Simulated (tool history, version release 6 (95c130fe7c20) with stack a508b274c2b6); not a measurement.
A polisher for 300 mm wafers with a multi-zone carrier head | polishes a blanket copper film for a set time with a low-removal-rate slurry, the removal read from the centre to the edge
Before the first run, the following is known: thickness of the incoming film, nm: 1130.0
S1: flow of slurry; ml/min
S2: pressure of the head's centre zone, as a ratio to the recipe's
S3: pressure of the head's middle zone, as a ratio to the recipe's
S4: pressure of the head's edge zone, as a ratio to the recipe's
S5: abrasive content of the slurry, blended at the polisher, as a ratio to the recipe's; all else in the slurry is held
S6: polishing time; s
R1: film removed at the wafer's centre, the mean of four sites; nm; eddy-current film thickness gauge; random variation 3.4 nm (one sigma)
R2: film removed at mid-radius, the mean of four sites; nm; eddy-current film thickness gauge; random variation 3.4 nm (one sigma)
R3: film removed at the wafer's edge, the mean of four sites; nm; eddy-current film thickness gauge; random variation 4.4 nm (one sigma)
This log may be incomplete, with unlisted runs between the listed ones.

run 1 hour=0 | S1=240 S2=1 S3=1 S4=1 S5=1 S6=62 | R1=262.5 R2=257.91 R3=253.82
run 2 hour=2.9 | S1=240 S2=1.04 S3=1 S4=1 S5=1 S6=62 | R1=273.68 R2=254.73 R3=257.1
run 3 hour=4.9 | S1=220 S2=1.04 S3=1 S4=1 S5=1 S6=62 | R1=276.08 R2=257.23 R3=251.15
run 4 hour=6.3 | S1=230 S2=1.04 S3=1.02 S4=1.02 S5=1.05 S6=62 | R1=270.28 R2=266.62 R3=252.5
run 5 hour=8 | S1=240 S2=1.04 S3=1.02 S4=1.03 S5=1.1 S6=63 | R1=283.78 R2=266.93 R3=262.35
run 6 hour=15 | S1=245 S2=1.03 S3=1.03 S4=1.04 S5=1.15 S6=64 | R1=289.23 R2=279.65 R3=266.06
run 7 hour=19.4 | S1=250 S2=1.01 S3=1.03 S4=1.05 S5=1.15 S6=65 | R1=291.71 R2=282.55 R3=274.26
run 8 hour=27.1 | S1=250 S2=1.01 S3=1.03 S4=1.05 S5=1.15 S6=65 | R1=288.21 R2=282.66 R3=277.14

Run 9, settings as shown, results not yet in. Your forecast:
run 9 hour=28.1 | S1=255 S2=1 S3=1.04 S4=1.06 S5=1.2 S6=66 | R1=? R2=? R3=?

R1: 294.92 nm
R2: 290.56 nm
R3: 285.61 nm
